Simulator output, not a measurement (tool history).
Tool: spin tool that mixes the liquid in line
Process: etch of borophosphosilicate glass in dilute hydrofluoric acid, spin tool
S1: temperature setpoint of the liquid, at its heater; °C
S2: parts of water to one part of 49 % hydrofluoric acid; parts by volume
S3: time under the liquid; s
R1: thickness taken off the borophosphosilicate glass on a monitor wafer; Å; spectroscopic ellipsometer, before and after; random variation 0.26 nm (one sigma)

run 1 hour=0.0 | S1=26.0 S2=270 S3=170 | R1=345.37
run 2 hour=9.0 | S1=27.5 S2=270 S3=170 | R1=357.89
run 3 hour=9.8 | S1=27.5 S2=270 S3=185 | R1=390.01
run 4 hour=14.4 | S1=27.5 S2=185 S3=185 | R1=617.29
run 5 hour=18.7 | S1=27.5 S2=185 S3=185 | R1=623.53
run 6 hour=21.4 | S1=27.5 S2=240 S3=185 | R1=452.83

Run 7 comes next. What will it give?
run 7 hour=23.5 | S1=27.5 S2=240 S3=185 | R1=?

{"run 7": {"R1": 456.47}}
